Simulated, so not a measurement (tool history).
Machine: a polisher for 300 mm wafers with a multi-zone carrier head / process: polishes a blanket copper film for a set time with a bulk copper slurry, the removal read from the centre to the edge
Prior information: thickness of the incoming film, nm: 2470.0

| run | hour | flow of slurry (ml/min) | pressure of the head's centre zone | pressure of the head's middle zone | pressure of the head's edge zone | abrasive content of the slurry | polishing time (s) | film removed at the wafer's centre (Å) | film removed at mid-radius (Å) | film removed at the wafer's edge (Å) |
|---|---|---|---|---|---|---|---|---|---|---|
| 1 | 0.0 | 280 | 1.00 | 1.00 | 1.00 | 1.00 | 76 | 6138.1 | 6000.7 | 5939.9 |
| 2 | 1.5 | 280 | 1.00 | 1.00 | 1.00 | 1.00 | 63 | 4941.3 | 5138.9 | 4900.4 |
| 3 | 9.0 | 275 | 0.98 | 0.96 | 0.98 | 0.85 | 56 | 4228.1 | 4165.1 | 4153.8 |
| 4 | 10.4 | 270 | 0.94 | 0.96 | 0.97 | 0.75 | 53 | 3607.7 | 3810.9 | 3797.3 |
| 5 | 14.7 | 270 | 0.92 | 0.95 | 0.94 | 0.70 | 51 | 3493.7 | 3671.9 | 3612.7 |
| 6 | 16.6 | 270 | 0.88 | 0.95 | 0.94 | 0.70 | 51 | 3284.7 | 3665.5 | 3577.5 |
| 7 | 25.6 | 265 | 0.87 | 0.93 | 0.92 | 0.65 | 50 | 3124.3 | 3479.6 | 3399.9 |
| 8 | 32.9 | 260 | 0.86 | 0.91 | 0.90 | 0.60 | 50 | 2999.1 | 3283.0 | 3253.9 |
| 9 | 37.9 | 250 | 0.85 | 0.90 | 0.88 | 0.60 | 50 | 2998.5 | 3295.5 | 3272.9 |
| 10 | 46.9 | 250 | 0.84 | 0.89 | 0.87 | 0.55 | 49 | 2818.4 | 3140.0 | 3106.9 |
| 11 | 52.5 | 250 | 0.84 | 0.88 | 0.86 | 0.55 | 49 | 2832.6 | 3077.0 | 3145.0 |
| 12 | 58.0 | 240 | 0.83 | 0.89 | 0.83 | 0.50 | 46 | 2598.5 | 2815.4 | 2802.7 |
| 13 | 65.4 | 250 | 0.83 | 0.89 | 0.84 | 0.50 | 46 | 2560.4 | 2813.1 | 2768.1 |

Estimate the outcome of run 14 from the log above:
| 14 | 73.6 | 250 | 0.83 | 0.89 | 0.85 | 0.50 | 46 | ? | ? | ? |

Run 14 measured film removed at the wafer's centre (Å) 2576.9, film removed at mid-radius (Å) 2873.6, film removed at the wafer's edge (Å) 2855.7.

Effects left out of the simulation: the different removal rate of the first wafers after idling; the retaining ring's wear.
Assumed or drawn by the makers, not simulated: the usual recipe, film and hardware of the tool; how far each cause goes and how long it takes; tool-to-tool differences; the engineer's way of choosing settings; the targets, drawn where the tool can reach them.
